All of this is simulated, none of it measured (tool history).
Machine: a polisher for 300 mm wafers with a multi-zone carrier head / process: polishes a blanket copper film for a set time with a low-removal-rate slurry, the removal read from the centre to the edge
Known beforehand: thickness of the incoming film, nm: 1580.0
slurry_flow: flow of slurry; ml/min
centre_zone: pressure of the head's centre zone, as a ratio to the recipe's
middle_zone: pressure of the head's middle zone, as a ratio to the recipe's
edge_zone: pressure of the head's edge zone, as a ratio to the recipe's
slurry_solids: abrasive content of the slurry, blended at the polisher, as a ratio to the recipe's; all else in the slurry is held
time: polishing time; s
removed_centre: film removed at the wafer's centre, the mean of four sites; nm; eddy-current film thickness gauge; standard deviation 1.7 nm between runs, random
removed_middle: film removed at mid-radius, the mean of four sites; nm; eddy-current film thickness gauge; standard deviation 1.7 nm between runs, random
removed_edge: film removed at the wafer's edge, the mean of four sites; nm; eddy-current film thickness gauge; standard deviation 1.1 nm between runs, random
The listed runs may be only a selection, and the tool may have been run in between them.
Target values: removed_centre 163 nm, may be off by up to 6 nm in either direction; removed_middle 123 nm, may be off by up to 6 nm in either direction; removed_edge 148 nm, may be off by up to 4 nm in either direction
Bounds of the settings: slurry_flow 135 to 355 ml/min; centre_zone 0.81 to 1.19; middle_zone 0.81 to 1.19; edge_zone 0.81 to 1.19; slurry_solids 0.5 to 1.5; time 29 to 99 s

run,hour,slurry_flow,centre_zone,middle_zone,edge_zone,slurry_solids,time,removed_centre,removed_middle,removed_edge
1,0,225,1,1,1,1,64,223.5,225.76,220.77
2,6.2,225,1,0.93,1,1,64,227.57,211.83,224.46
3,13.8,225,1,0.93,0.95,1,64,227.57,209.82,216.04
4,18.8,225,1,0.93,0.95,1,51,181.66,166.43,174.23
5,22.8,220,1.01,0.91,0.95,0.95,51,179.32,167.71,172.71
6,28.5,220,1.01,0.91,0.95,0.95,57,203.29,185.45,194.04
7,33.2,225,1.02,0.9,0.95,1,54,193.87,177.2,186.22
8,35.8,225,1.02,0.89,0.94,0.95,53,186.76,172.45,181.81
9,38.2,215,1.02,0.88,0.94,1,51,182.94,162.29,172.73
10,45.4,205,1.02,0.87,0.94,1.05,50,180.42,160.78,172.68
11,49.3,220,1.04,0.86,0.95,1,48,173.22,147.83,164.54
12,50.1,220,1.05,0.85,0.95,0.95,48,174.39,149.07,163.52
13,57.3,225,1.06,0.84,0.97,0.95,47,173.11,142.86,161.03
14,65.9,225,1.07,0.84,0.98,0.9,47,172.93,141.34,158.66
15,66.6,225,1.07,0.84,0.99,0.9,47,172.78,143.35,162.92
16,74,225,1.08,0.84,1,0.9,46,170.14,138.51,157.71
17,77.1,225,1.09,0.84,1.01,0.9,46,169.01,139.79,158.38
18,84.7,230,1.1,0.84,1.02,0.85,46,174.09,133.2,154.5
19,86.6,225,1.1,0.84,1.02,0.85,46,172.03,136.08,156.19
20,90.6,225,1.1,0.84,1.03,0.85,46,169.26,140.45,158.07
21,97.7,235,1.1,0.84,1.03,0.85,46,172.15,136.37,156.89
22,105.8,235,1.1,0.84,1.04,0.85,46,170.69,139.11,161.14
23,110.1,230,1.11,0.84,1.05,0.85,46,170.76,137.35,158.1

Next run, 5 choices. One meets every target within its allowed miss, the rest don't. Which?
A,114.4,170,1.16,1.1,0.95,0.9,46,?,?,?
B,114.4,200,1.13,0.81,1.05,1,42,?,?,?
C,114.4,255,1.19,0.89,1.13,0.75,41,?,?,?
D,114.4,190,1.16,0.94,1,0.85,42,?,?,?
E,114.4,235,1.18,0.86,1.03,0.75,42,?,?,?

move,removed_centre,removed_middle,removed_edge
A,176.85,159.72,150.62
B,164.97,121.81,149.89
C,161.83,121.15,142.85
D,161.36,129.36,140.02
E,162.91,120.1,139.77
A: the furthest-off result lands on target, but another misses its tolerance
B: hits every target within its allowed miss
C: pushes the last run's worst result past its target
D: pushes the last run's worst result past its target
E: pushes the last run's worst result past its target
Answer: B

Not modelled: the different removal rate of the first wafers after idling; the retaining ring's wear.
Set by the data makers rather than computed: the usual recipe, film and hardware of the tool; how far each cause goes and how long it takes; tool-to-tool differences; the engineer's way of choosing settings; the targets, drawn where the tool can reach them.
